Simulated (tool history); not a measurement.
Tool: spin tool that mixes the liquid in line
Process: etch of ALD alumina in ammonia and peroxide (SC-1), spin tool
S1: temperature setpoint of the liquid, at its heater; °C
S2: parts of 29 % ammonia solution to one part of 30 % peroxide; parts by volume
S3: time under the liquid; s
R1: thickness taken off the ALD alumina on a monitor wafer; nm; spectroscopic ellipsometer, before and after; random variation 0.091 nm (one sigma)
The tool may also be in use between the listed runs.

run,hour,S1,S2,S3,R1
1,0,50,0.85,270,18.454
2,4,48.5,0.85,270,17.145
3,7.8,48.5,0.85,270,16.995
4,15.5,48.5,0.85,290,18.34
5,16.4,54.5,0.85,290,25.546
6,17.2,54.5,0.85,270,23.638

Run 7 comes next. What will it give?
7,17.8,46.5,0.8,270,?

Run 7 gave R1 15.235 nm.

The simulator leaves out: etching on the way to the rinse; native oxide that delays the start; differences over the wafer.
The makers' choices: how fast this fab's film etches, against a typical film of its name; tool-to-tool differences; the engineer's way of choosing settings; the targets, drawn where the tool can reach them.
